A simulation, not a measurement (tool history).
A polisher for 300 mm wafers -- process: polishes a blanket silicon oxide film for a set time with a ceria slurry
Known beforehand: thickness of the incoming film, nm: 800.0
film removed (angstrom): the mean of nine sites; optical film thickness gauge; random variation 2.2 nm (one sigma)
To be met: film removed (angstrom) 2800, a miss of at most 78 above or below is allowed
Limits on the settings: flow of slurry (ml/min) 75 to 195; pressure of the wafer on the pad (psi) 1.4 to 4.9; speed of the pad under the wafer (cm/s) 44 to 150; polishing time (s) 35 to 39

run	day	flow of slurry (ml/min)	pressure of the wafer on the pad (psi)	speed of the pad under the wafer (cm/s)	polishing time (s)	film removed (angstrom)
1	0	125	3.1	96	39	1914.8
2	0.15	105	3.1	96	39	1861.1
3	0.238	115	3.3	96	39	1973.6
4	0.462	90	3.3	96	39	1871.4
5	0.646	105	3.5	96	39	2027.3
6	0.979	105	3.5	96	35	1818.2
7	1.2	105	3.5	96	35	1817.4
8	1.358	120	3.8	96	35	2006
9	1.517	130	4	96	35	2131.5
10	1.696	140	4.2	96	35	2225.1
11	1.954	140	4.9	100	35	2665.3
12	2.042	145	4.9	100	35	2680.6

Pick the move, out of 4, that brings all results within their allowed miss; only one does.
A	2.129	125	4.8	98	35	?
B	2.129	135	4.7	90	38	?
C	2.129	180	4.3	104	38	?
D	2.129	140	4.8	98	35	?

move	film removed (angstrom)
A	2486
B	2476.1
C	2768.1
D	2537.7
A: moves away from the targets compared with the last run
B: moves away from the targets compared with the last run
C: each result inside its tolerance
D: moves away from the targets compared with the last run
Correct choice: C, which meets every target

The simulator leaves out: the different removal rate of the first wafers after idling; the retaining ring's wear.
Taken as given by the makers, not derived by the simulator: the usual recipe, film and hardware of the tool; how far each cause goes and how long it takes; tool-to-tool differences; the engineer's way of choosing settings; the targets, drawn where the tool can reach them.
